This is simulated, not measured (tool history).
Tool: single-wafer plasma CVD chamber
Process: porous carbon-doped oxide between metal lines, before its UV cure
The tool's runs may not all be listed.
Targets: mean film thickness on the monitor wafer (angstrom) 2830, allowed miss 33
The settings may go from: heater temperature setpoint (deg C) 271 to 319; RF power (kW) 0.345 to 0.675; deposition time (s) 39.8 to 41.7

run  hour  heater temperature setpoint (deg C)  RF power (kW)  deposition time (s)  mean film thickness on the monitor wafer (angstrom)
  1     0                                  295           0.51                 41.7                                               2377.2
  2     3                                  295          0.565                 41.7                                               2624.9
  3  11.4                                  302          0.565                 41.7                                               2501.5
  4  12.1                                  296          0.565                 41.7                                               2612.8
  5  18.9                                  293          0.565                 41.7                                               2679.3
  6  27.1                                  291          0.565                 41.7                                               2686.8
  7  31.7                                  289          0.565                 41.7                                               2734.3
  8  34.9                                  288          0.565                 41.7                                               2755.8

5 next moves are on the table. One of them brings every result within its allowed miss. Which?
  A  38.1                                  277          0.525                 40.1                                                    ?
  B  38.1                                  283           0.52                 41.7                                                    ?
  C  38.1                                  294           0.56                 41.7                                                    ?
  D  38.1                                  295          0.585                 41.7                                                    ?
  E  38.1                                  283           0.56                 41.7                                                    ?

move  mean film thickness on the monitor wafer (angstrom)
   A                                               2697.2
   B                                               2657.4
   C                                               2637.6
   D                                               2725.4
   E                                               2847.8
A: further off than the last run
B: further off than the last run
C: further off than the last run
D: further off than the last run
E: meets every target
Answer: E
